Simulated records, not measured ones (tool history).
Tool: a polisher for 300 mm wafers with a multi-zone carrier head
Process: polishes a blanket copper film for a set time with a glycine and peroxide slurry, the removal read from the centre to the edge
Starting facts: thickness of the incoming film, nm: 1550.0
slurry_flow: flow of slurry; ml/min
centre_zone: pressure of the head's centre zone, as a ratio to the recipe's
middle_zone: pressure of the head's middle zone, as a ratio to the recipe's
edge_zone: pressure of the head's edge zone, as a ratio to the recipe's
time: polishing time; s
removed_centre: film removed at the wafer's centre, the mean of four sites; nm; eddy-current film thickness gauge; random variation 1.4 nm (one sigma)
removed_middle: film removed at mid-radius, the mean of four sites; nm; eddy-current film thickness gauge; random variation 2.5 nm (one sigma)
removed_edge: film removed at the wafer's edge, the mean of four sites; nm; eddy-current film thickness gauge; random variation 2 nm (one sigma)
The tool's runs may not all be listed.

{"run": 1, "hour": 0.0, "slurry_flow": 250, "centre_zone": 1, "middle_zone": 1, "edge_zone": 1, "time": 33, "removed_centre": 130.54, "removed_middle": 131.61, "removed_edge": 132.59}
{"run": 2, "hour": 5.5, "slurry_flow": 250, "centre_zone": 0.95, "middle_zone": 1, "edge_zone": 1, "time": 33, "removed_centre": 122.87, "removed_middle": 133.88, "removed_edge": 126.21}
{"run": 3, "hour": 6.3, "slurry_flow": 250, "centre_zone": 0.91, "middle_zone": 1, "edge_zone": 1, "time": 33, "removed_centre": 118.43, "removed_middle": 130.2, "removed_edge": 128.53}
{"run": 4, "hour": 9.2, "slurry_flow": 250, "centre_zone": 0.91, "middle_zone": 1, "edge_zone": 1, "time": 26, "removed_centre": 94.051, "removed_middle": 106.24, "removed_edge": 101.35}
{"run": 5, "hour": 13.4, "slurry_flow": 270, "centre_zone": 0.98, "middle_zone": 1.02, "edge_zone": 1, "time": 29, "removed_centre": 112.29, "removed_middle": 117.97, "removed_edge": 115.4}
{"run": 6, "hour": 18.8, "slurry_flow": 270, "centre_zone": 1.03, "middle_zone": 1.05, "edge_zone": 0.98, "time": 32, "removed_centre": 130.88, "removed_middle": 135.84, "removed_edge": 124.61}

Predict the results of run 7:
{"run": 7, "hour": 24.9, "slurry_flow": 280, "centre_zone": 1.07, "middle_zone": 1.06, "edge_zone": 0.99, "time": 34, "removed_centre": "?", "removed_middle": "?", "removed_edge": "?"}

For run 7 the tool returned removed_centre 147.83 nm, removed_middle 143.89 nm, removed_edge 137.3 nm.
